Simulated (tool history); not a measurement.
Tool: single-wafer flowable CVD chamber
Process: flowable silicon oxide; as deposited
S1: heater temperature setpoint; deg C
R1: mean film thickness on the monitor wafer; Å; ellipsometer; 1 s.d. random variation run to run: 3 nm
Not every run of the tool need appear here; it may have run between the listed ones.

run 1 hour=0.0 | S1=105 chamber_pressure_(Torr)=0.992 RF_power_(W)=2480 deposition_time_(s)=474 | R1=3298.4
run 2 hour=1.0 | S1=102 chamber_pressure_(Torr)=0.993 RF_power_(W)=2480 deposition_time_(s)=474 | R1=3678.3
run 3 hour=9.3 | S1=102 chamber_pressure_(Torr)=0.993 RF_power_(W)=2480 deposition_time_(s)=451 | R1=3518.1
run 4 hour=11.7 | S1=102 chamber_pressure_(Torr)=0.993 RF_power_(W)=2480 deposition_time_(s)=474 | R1=3628.4
run 5 hour=13.6 | S1=107 chamber_pressure_(Torr)=0.993 RF_power_(W)=2480 deposition_time_(s)=474 | R1=3046.1
run 6 hour=14.9 | S1=103 chamber_pressure_(Torr)=0.994 RF_power_(W)=2480 deposition_time_(s)=474 | R1=3523.4
run 7 hour=18.2 | S1=100 chamber_pressure_(Torr)=0.995 RF_power_(W)=2480 deposition_time_(s)=474 | R1=3983.3
run 8 hour=24.3 | S1=98 chamber_pressure_(Torr)=0.995 RF_power_(W)=2480 deposition_time_(s)=474 | R1=4308.7

Estimate the outcome of run 9 from the log above:
run 9 hour=29.0 | S1=93 chamber_pressure_(Torr)=0.997 RF_power_(W)=2480 deposition_time_(s)=474 | R1=?

{"run 9": {"R1": 5236.4}}
